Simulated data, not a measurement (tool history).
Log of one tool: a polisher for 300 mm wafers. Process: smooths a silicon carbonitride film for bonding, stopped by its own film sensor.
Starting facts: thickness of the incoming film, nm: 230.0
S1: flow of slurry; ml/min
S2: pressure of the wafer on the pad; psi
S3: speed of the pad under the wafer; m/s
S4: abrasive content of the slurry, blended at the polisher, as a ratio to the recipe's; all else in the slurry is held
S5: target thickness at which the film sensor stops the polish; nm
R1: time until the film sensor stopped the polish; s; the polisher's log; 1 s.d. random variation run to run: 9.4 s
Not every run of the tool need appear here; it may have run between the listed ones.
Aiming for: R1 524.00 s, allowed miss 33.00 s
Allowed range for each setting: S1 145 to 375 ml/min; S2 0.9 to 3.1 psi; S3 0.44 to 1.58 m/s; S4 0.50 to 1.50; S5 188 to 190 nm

Run 1, hour 0.0: S1 240 ml/min, S2 2.0 psi, S3 1.00 m/s, S4 1.00, S5 190 nm. Result: R1 195.36 s.
Run 2, hour 8.6: S1 240 ml/min, S2 2.0 psi, S3 1.00 m/s, S4 1.00, S5 188 nm. Result: R1 205.64 s.
Run 3, hour 9.3: S1 275 ml/min, S2 2.0 psi, S3 1.00 m/s, S4 1.00, S5 188 nm. Result: R1 208.29 s.
Run 4, hour 10.7: S1 275 ml/min, S2 2.0 psi, S3 1.00 m/s, S4 1.15, S5 188 nm. Result: R1 181.81 s.
Run 5, hour 17.3: S1 275 ml/min, S2 2.0 psi, S3 1.00 m/s, S4 1.15, S5 190 nm. Result: R1 177.21 s.
Run 6, hour 26.2: S1 275 ml/min, S2 1.6 psi, S3 1.00 m/s, S4 1.15, S5 190 nm. Result: R1 224.66 s.
Run 7, hour 32.1: S1 275 ml/min, S2 1.6 psi, S3 1.00 m/s, S4 1.15, S5 190 nm. Result: R1 215.12 s.
Run 8, hour 40.5: S1 275 ml/min, S2 1.5 psi, S3 0.88 m/s, S4 1.10, S5 190 nm. Result: R1 260.90 s.
Run 9, hour 45.0: S1 275 ml/min, S2 1.4 psi, S3 0.80 m/s, S4 1.05, S5 190 nm. Result: R1 317.37 s.
At hour 47.4: head pressure recalibrated.
Run 10, hour 47.4: S1 275 ml/min, S2 1.3 psi, S3 0.74 m/s, S4 1.05, S5 190 nm. Result: R1 323.94 s.
Run 11, hour 53.9: S1 275 ml/min, S2 1.2 psi, S3 0.68 m/s, S4 1.00, S5 190 nm. Result: R1 375.96 s.
Run 12, hour 61.0: S1 275 ml/min, S2 1.1 psi, S3 0.64 m/s, S4 1.00, S5 190 nm. Result: R1 431.99 s.
Run 13, hour 69.5: S1 275 ml/min, S2 1.1 psi, S3 0.64 m/s, S4 1.00, S5 190 nm. Result: R1 448.49 s.
Run 14, hour 70.7: S1 275 ml/min, S2 0.9 psi, S3 0.56 m/s, S4 1.00, S5 190 nm. Result: R1 575.81 s.
Run 15, hour 74.5: S1 280 ml/min, S2 0.9 psi, S3 0.56 m/s, S4 1.00, S5 190 nm. Result: R1 571.09 s.

5 candidate next runs follow, results not yet known. Just one meets every target within its allowed miss. Identify it.
Run A, hour 78.3: S1 220 ml/min, S2 1.1 psi, S3 0.52 m/s, S4 1.00, S5 189 nm. Result: R1 ?.
Run B, hour 78.3: S1 285 ml/min, S2 0.9 psi, S3 0.54 m/s, S4 0.95, S5 188 nm. Result: R1 ?.
Run C, hour 78.3: S1 235 ml/min, S2 1.0 psi, S3 0.60 m/s, S4 0.75, S5 188 nm. Result: R1 ?.
Run D, hour 78.3: S1 290 ml/min, S2 0.9 psi, S3 0.48 m/s, S4 1.10, S5 188 nm. Result: R1 ?.
Run E, hour 78.3: S1 250 ml/min, S2 0.9 psi, S3 0.58 m/s, S4 1.00, S5 188 nm. Result: R1 ?.

move      R1
   A  542.59
   B  664.80
   C  699.69
   D  650.72
   E  617.72
A: all results land within tolerance of their targets
B: further off than the last run
C: further off than the last run
D: further off than the last run
E: further off than the last run
Move A is the one to make.

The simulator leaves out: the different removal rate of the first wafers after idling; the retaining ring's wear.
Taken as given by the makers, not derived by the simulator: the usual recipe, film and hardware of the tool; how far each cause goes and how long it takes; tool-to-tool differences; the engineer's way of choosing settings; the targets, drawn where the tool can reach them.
